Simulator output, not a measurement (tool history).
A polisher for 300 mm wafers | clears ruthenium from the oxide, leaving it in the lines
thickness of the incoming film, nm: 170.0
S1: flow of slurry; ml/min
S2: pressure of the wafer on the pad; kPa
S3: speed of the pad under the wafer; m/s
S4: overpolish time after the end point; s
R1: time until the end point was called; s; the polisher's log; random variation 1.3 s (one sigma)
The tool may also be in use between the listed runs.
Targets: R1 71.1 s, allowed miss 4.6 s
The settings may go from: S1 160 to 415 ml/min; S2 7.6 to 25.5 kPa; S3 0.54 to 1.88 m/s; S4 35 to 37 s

run  hour   S1    S2    S3  S4      R1
  1     0  265  16.5   1.2  35   120.2
  2   2.9  305  16.5   1.2  35  115.95
  3   3.6  360  16.5   1.2  35  118.56
  4   5.2  360  17.9  1.22  35  104.83
  5  12.4  325  17.9  1.22  35   102.4
  6  13.6  325  17.9   1.1  35  120.08
  7  20.7  325  19.3  1.12  35  103.49
  8  28.9  325    20  1.12  35  99.632
  9  35.2  325  20.7  1.12  35  96.859
 10  39.6  325  21.4  1.12  35  97.393
 11  42.1  325  22.1  1.14  35  92.454
 12  50.8  325  22.8  1.16  35  89.346

4 next moves are on the table. One of them brings every result within its allowed miss. Which?
  A  59.5  270  25.5   1.5  37   ?
  B  59.5  400  23.4  1.38  35   ?
  C  59.5  260  25.5   1.6  37   ?
  D  59.5  365  25.5  1.46  35   ?

move      R1
   A  62.256
   B  70.896
   C  58.695
   D  62.189
A: takes the result that was furthest off past its target
B: meets every target
C: takes the result that was furthest off past its target
D: takes the result that was furthest off past its target
Answer: B
